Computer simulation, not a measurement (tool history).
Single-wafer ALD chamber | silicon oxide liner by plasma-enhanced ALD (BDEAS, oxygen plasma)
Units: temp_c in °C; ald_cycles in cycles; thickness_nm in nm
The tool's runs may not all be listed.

Run 1, hour 0: temp_c 320 °C, ald_cycles 28 cycles. Result: thickness_nm 2.5864 nm.
Run 2, hour 8.6: temp_c 320 °C, ald_cycles 26 cycles. Result: thickness_nm 2.4231 nm.
Run 3, hour 15.8: temp_c 320 °C, ald_cycles 29 cycles. Result: thickness_nm 2.6778 nm.
Run 4, hour 23.6: temp_c 320 °C, ald_cycles 28 cycles. Result: thickness_nm 2.5909 nm.
Run 5, hour 26.1: temp_c 312 °C, ald_cycles 28 cycles. Result: thickness_nm 2.6342 nm.
Run 6, hour 27.2: temp_c 313 °C, ald_cycles 27 cycles. Result: thickness_nm 2.5002 nm.
Run 7, hour 35.7: temp_c 313 °C, ald_cycles 26 cycles. Result: thickness_nm 2.4275 nm.
Run 8, hour 42.7: temp_c 313 °C, ald_cycles 25 cycles. Result: thickness_nm 2.3209 nm.

The next listed run, before its measurement:
Run 9, hour 48.4: temp_c 313 °C, ald_cycles 24 cycles. Result: thickness_nm ?.

{"run 9": {"thickness_nm": 2.2306}}
